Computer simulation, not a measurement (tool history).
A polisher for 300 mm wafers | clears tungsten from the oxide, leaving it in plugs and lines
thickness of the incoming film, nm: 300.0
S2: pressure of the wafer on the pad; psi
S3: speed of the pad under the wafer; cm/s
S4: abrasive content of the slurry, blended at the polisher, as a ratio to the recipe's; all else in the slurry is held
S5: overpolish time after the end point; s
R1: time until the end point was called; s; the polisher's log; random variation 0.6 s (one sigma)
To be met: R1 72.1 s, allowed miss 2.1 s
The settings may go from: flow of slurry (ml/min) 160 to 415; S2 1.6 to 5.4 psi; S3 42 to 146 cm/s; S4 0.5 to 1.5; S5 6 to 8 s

{"run": 1, "hour": 0.0, "flow of slurry (ml/min)": 265, "S2": 3.5, "S3": 94, "S4": 1, "S5": 8, "R1": 81.603}
{"run": 2, "hour": 7.9, "flow of slurry (ml/min)": 265, "S2": 3.6, "S3": 94, "S4": 1, "S5": 8, "R1": 78.918}
{"run": 3, "hour": 12.1, "flow of slurry (ml/min)": 305, "S2": 3.6, "S3": 94, "S4": 1, "S5": 8, "R1": 78.166}
{"run": 4, "hour": 18.8, "flow of slurry (ml/min)": 305, "S2": 3.6, "S3": 94, "S4": 1, "S5": 6, "R1": 77.447}
{"run": 5, "hour": 22.8, "flow of slurry (ml/min)": 305, "S2": 3.6, "S3": 94, "S4": 0.85, "S5": 6, "R1": 80.68}
{"run": 6, "hour": 27.1, "flow of slurry (ml/min)": 305, "S2": 3.7, "S3": 94, "S4": 0.85, "S5": 6, "R1": 78.98}
{"run": 7, "hour": 30.6, "flow of slurry (ml/min)": 305, "S2": 3.8, "S3": 94, "S4": 0.85, "S5": 6, "R1": 77.371}
{"run": 8, "hour": 32.7, "flow of slurry (ml/min)": 305, "S2": 3.9, "S3": 94, "S4": 0.85, "S5": 6, "R1": 75.482}
{"run": 9, "hour": 35.7, "flow of slurry (ml/min)": 305, "S2": 3.9, "S3": 94, "S4": 0.85, "S5": 6, "R1": 75.696}
{"run": 10, "hour": 42.6, "flow of slurry (ml/min)": 310, "S2": 3.9, "S3": 94, "S4": 0.85, "S5": 6, "R1": 74.835}

4 next moves are on the table. One of them brings every result within its allowed miss. Which?
{"run": "A", "hour": 49.5, "flow of slurry (ml/min)": 340, "S2": 3.3, "S3": 106, "S4": 0.8, "S5": 6, "R1": "?"}
{"run": "B", "hour": 49.5, "flow of slurry (ml/min)": 290, "S2": 3.5, "S3": 112, "S4": 0.7, "S5": 8, "R1": "?"}
{"run": "C", "hour": 49.5, "flow of slurry (ml/min)": 300, "S2": 3.9, "S3": 92, "S4": 0.7, "S5": 6, "R1": "?"}
{"run": "D", "hour": 49.5, "flow of slurry (ml/min)": 365, "S2": 3, "S3": 118, "S4": 0.75, "S5": 7, "R1": "?"}

move=A R1=78.281
move=B R1=73.128
move=C R1=80.236
move=D R1=77.006
A: further off than the last run
B: meets every target
C: further off than the last run
D: further off than the last run
Answer: B
